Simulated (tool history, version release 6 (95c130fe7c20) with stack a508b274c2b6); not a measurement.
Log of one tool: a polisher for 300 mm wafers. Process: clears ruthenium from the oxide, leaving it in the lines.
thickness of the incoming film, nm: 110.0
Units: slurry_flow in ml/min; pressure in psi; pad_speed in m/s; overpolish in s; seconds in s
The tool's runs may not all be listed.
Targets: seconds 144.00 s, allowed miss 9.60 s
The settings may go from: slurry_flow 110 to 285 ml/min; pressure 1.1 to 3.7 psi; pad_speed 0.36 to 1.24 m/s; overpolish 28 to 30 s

run	day	slurry_flow	pressure	pad_speed	overpolish	seconds
1	0.000	180	2.4	0.80	28	112.49
2	0.308	180	2.3	0.80	28	117.02
3	0.600	180	2.2	0.80	28	121.41
4	0.675	180	2.1	0.80	28	125.16
5	0.904	180	2.1	0.94	28	109.26
6	0.958	180	2.0	0.92	28	115.28
7	1.071	180	1.9	0.92	28	122.33
8	1.133	180	1.8	0.92	28	126.95
9	1.204	180	1.7	0.92	28	131.66

Which of these 5 next moves meets every target?
A	1.275	190	1.9	0.88	28	?
B	1.275	190	2.0	0.86	30	?
C	1.275	195	1.7	0.82	29	?
D	1.275	190	1.6	1.06	28	?
E	1.275	205	1.9	0.88	30	?

move	seconds
A	128.13
B	124.82
C	150.50
D	126.34
E	126.76
A: further off than the last run
B: further off than the last run
C: meets every target
D: further off than the last run
E: further off than the last run
The right move is C.
